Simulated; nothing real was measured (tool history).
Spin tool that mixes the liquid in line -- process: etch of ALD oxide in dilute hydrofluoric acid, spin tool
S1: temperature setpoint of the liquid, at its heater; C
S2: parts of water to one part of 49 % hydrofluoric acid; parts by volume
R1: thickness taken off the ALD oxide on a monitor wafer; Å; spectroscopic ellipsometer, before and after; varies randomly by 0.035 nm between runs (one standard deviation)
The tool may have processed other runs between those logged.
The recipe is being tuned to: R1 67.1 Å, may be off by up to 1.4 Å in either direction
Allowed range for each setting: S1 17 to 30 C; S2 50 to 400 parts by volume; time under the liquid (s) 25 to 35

run 1 hour=0 | S1=22 S2=225 time_under_the_liquid_(s)=35 | R1=29.72
run 2 hour=3.2 | S1=22 S2=225 time_under_the_liquid_(s)=25 | R1=21.132
run 3 hour=7.1 | S1=22 S2=225 time_under_the_liquid_(s)=35 | R1=29.542
run 4 hour=9.2 | S1=23 S2=215 time_under_the_liquid_(s)=35 | R1=32.239
run 5 hour=12.9 | S1=23 S2=215 time_under_the_liquid_(s)=35 | R1=32.238
run 6 hour=15.9 | S1=24 S2=210 time_under_the_liquid_(s)=35 | R1=34.514
run 7 hour=18 | S1=24.5 S2=200 time_under_the_liquid_(s)=35 | R1=37.164
run 8 hour=19.9 | S1=25 S2=195 time_under_the_liquid_(s)=35 | R1=39.311
run 9 hour=24.3 | S1=25.5 S2=190 time_under_the_liquid_(s)=35 | R1=41.024
run 10 hour=30.9 | S1=25.5 S2=190 time_under_the_liquid_(s)=35 | R1=41.429
run 11 hour=31.8 | S1=26 S2=185 time_under_the_liquid_(s)=35 | R1=43.256
run 12 hour=33.2 | S1=26.5 S2=180 time_under_the_liquid_(s)=35 | R1=45.763
run 13 hour=34.2 | S1=27 S2=175 time_under_the_liquid_(s)=35 | R1=48.004
run 14 hour=39.4 | S1=27 S2=175 time_under_the_liquid_(s)=35 | R1=48.192
run 15 hour=42.8 | S1=27.5 S2=170 time_under_the_liquid_(s)=35 | R1=50.239
run 16 hour=49.1 | S1=28 S2=165 time_under_the_liquid_(s)=35 | R1=53.084
run 17 hour=51.3 | S1=28 S2=160 time_under_the_liquid_(s)=35 | R1=55.784
run 18 hour=59.2 | S1=29 S2=150 time_under_the_liquid_(s)=35 | R1=61.913

5 next moves are on the table. One of them brings every result within its allowed miss. Which?
run A hour=67.1 | S1=29 S2=105 time_under_the_liquid_(s)=25 | R1=?
run B hour=67.1 | S1=30 S2=140 time_under_the_liquid_(s)=35 | R1=?
run C hour=67.1 | S1=30 S2=155 time_under_the_liquid_(s)=35 | R1=?
run D hour=67.1 | S1=26.5 S2=125 time_under_the_liquid_(s)=35 | R1=?
run E hour=67.1 | S1=28.5 S2=150 time_under_the_liquid_(s)=35 | R1=?

move=A R1=66.528
move=B R1=69.142
move=C R1=61.231
move=D R1=69.337
move=E R1=60.318
A: every result lands within tolerance
B: takes the result that was furthest off past its target
C: further off than the last run
D: takes the result that was furthest off past its target
E: further off than the last run
Answer: A

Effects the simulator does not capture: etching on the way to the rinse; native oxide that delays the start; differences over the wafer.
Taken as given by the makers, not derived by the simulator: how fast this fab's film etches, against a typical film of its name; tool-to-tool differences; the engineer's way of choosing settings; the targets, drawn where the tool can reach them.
